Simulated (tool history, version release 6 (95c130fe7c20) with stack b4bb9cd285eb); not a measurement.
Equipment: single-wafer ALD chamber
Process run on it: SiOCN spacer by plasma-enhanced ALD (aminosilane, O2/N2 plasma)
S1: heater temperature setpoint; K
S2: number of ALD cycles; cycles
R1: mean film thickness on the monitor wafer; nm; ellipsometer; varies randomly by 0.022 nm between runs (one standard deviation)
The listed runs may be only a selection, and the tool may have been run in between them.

run	hour	S1	S2	R1
1	0	653.15	72	4.2623
2	2.8	647.15	72	4.2666
3	3.9	647.15	76	4.4906
4	9.9	647.15	82	4.8392
5	14.8	643.15	82	4.8769
6	22.6	633.15	82	4.8819
7	27.6	633.15	83	4.9048
8	31.9	633.15	84	4.9898
9	33.2	633.15	84	4.9934

Predict the results of run 10:
10	35.1	633.15	85	?

{"run 10": {"R1": 5.0189}}
